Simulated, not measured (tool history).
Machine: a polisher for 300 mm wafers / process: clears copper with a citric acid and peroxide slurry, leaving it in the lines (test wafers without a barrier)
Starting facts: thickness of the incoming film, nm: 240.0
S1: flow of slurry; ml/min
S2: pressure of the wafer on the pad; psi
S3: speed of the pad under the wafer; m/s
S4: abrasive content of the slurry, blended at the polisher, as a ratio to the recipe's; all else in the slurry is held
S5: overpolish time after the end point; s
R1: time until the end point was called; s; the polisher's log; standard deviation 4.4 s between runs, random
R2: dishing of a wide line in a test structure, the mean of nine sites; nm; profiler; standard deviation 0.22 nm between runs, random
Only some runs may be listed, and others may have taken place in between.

| run | hour | S1 | S2 | S3 | S4 | S5 | R1 | R2 |
|---|---|---|---|---|---|---|---|---|
| 1 | 0.0 | 280 | 2.4 | 1.00 | 1.0 | 26 | 137.81 | 32.693 |
| 2 | 3.3 | 280 | 2.2 | 1.00 | 1.0 | 26 | 147.03 | 31.012 |
| 3 | 12.1 | 280 | 2.2 | 1.00 | 0.8 | 26 | 152.63 | 30.159 |
| 4 | 17.6 | 280 | 1.9 | 0.88 | 0.8 | 23 | 191.43 | 21.394 |
| 5 | 20.3 | 280 | 1.9 | 0.88 | 0.9 | 23 | 191.33 | 21.951 |
| 6 | 29.1 | 280 | 1.9 | 0.88 | 0.8 | 23 | 196.03 | 22.106 |
| 7 | 33.7 | 280 | 1.7 | 0.82 | 0.8 | 20 | 225.36 | 15.951 |

For run 8, what comes out?
| 8 | 34.8 | 280 | 1.7 | 0.82 | 0.8 | 20 | ? | ? |

R1: 228.71 s
R2: 15.757 nm

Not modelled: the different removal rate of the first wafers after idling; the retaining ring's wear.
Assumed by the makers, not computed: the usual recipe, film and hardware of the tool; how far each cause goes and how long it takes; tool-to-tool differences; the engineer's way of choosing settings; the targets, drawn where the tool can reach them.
